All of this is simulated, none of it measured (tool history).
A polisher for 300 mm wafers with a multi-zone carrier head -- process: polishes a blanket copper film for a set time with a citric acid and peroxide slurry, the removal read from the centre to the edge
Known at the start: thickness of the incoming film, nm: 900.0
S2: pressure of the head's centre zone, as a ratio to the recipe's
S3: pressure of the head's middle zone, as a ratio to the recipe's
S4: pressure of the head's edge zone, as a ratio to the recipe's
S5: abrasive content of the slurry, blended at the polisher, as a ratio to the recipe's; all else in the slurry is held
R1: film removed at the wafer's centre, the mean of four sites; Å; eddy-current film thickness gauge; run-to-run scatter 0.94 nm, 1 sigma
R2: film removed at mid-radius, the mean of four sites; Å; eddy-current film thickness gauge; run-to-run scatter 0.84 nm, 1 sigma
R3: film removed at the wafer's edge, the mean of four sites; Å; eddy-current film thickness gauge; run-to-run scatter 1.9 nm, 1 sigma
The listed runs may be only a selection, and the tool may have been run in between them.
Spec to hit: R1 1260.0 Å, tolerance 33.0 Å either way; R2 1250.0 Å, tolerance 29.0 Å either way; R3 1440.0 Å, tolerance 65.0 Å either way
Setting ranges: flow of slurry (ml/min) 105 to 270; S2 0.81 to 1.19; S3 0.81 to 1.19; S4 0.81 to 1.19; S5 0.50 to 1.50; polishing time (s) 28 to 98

run 1 hour=0.0 | flow_of_slurry_(ml/min)=175 S2=1.00 S3=1.00 S4=1.00 S5=1.00 polishing_time_(s)=63 | R1=1882.2 R2=1896.4 R3=1875.1
run 2 hour=4.6 | flow_of_slurry_(ml/min)=175 S2=1.00 S3=1.00 S4=1.00 S5=0.80 polishing_time_(s)=63 | R1=1793.5 R2=1817.5 R3=1804.7
run 3 hour=11.0 | flow_of_slurry_(ml/min)=175 S2=1.05 S3=1.00 S4=1.00 S5=0.80 polishing_time_(s)=63 | R1=1918.4 R2=1810.0 R3=1789.0
run 4 hour=11.5 | flow_of_slurry_(ml/min)=155 S2=1.05 S3=1.00 S4=1.00 S5=0.80 polishing_time_(s)=63 | R1=1864.0 R2=1776.8 R3=1770.2
run 5 hour=18.9 | flow_of_slurry_(ml/min)=145 S2=1.01 S3=0.95 S4=0.99 S5=0.70 polishing_time_(s)=61 | R1=1646.0 R2=1583.9 R3=1629.4
run 6 hour=27.4 | flow_of_slurry_(ml/min)=145 S2=0.93 S3=0.95 S4=0.99 S5=0.70 polishing_time_(s)=61 | R1=1527.9 R2=1599.0 R3=1597.1
run 7 hour=35.8 | flow_of_slurry_(ml/min)=145 S2=0.93 S3=0.95 S4=0.99 S5=0.70 polishing_time_(s)=61 | R1=1522.2 R2=1580.1 R3=1650.1
run 8 hour=37.2 | flow_of_slurry_(ml/min)=135 S2=0.91 S3=0.91 S4=0.98 S5=0.65 polishing_time_(s)=60 | R1=1429.4 R2=1459.4 R3=1547.6
run 9 hour=39.2 | flow_of_slurry_(ml/min)=130 S2=0.89 S3=0.88 S4=0.98 S5=0.60 polishing_time_(s)=60 | R1=1348.2 R2=1381.4 R3=1522.7
run 10 hour=44.6 | flow_of_slurry_(ml/min)=125 S2=0.88 S3=0.86 S4=0.97 S5=0.60 polishing_time_(s)=60 | R1=1344.6 R2=1337.5 R3=1502.2
run 11 hour=47.7 | flow_of_slurry_(ml/min)=120 S2=0.87 S3=0.85 S4=0.96 S5=0.60 polishing_time_(s)=60 | R1=1308.5 R2=1302.6 R3=1510.1
run 12 hour=50.7 | flow_of_slurry_(ml/min)=120 S2=0.87 S3=0.85 S4=0.94 S5=0.55 polishing_time_(s)=60 | R1=1278.9 R2=1291.1 R3=1455.1

Which single option among these 5 for the next run brings every result within its allowed miss of target? Just one does.
run A hour=53.7 | flow_of_slurry_(ml/min)=155 S2=0.92 S3=0.91 S4=0.85 S5=0.50 polishing_time_(s)=57 | R1=? R2=? R3=?
run B hour=53.7 | flow_of_slurry_(ml/min)=135 S2=0.86 S3=0.83 S4=0.97 S5=0.65 polishing_time_(s)=56 | R1=? R2=? R3=?
run C hour=53.7 | flow_of_slurry_(ml/min)=105 S2=0.95 S3=0.88 S4=0.92 S5=0.55 polishing_time_(s)=56 | R1=? R2=? R3=?
run D hour=53.7 | flow_of_slurry_(ml/min)=115 S2=0.94 S3=0.85 S4=0.91 S5=0.65 polishing_time_(s)=53 | R1=? R2=? R3=?
run E hour=53.7 | flow_of_slurry_(ml/min)=130 S2=0.90 S3=0.86 S4=0.92 S5=0.60 polishing_time_(s)=58 | R1=? R2=? R3=?

move=A R1=1344.8 R2=1336.7 R3=1339.8
move=B R1=1259.3 R2=1247.4 R3=1446.5
move=C R1=1252.7 R2=1187.3 R3=1304.7
move=D R1=1248.0 R2=1158.0 R3=1293.1
move=E R1=1330.9 R2=1297.4 R3=1428.7
A: its largest miss is bigger than the last run's
B: every result lands within tolerance
C: moves the result that the last run missed by most past its target, out the other side
D: moves the result that the last run missed by most past its target, out the other side
E: its largest miss is bigger than the last run's
Correct choice: B, which meets every target
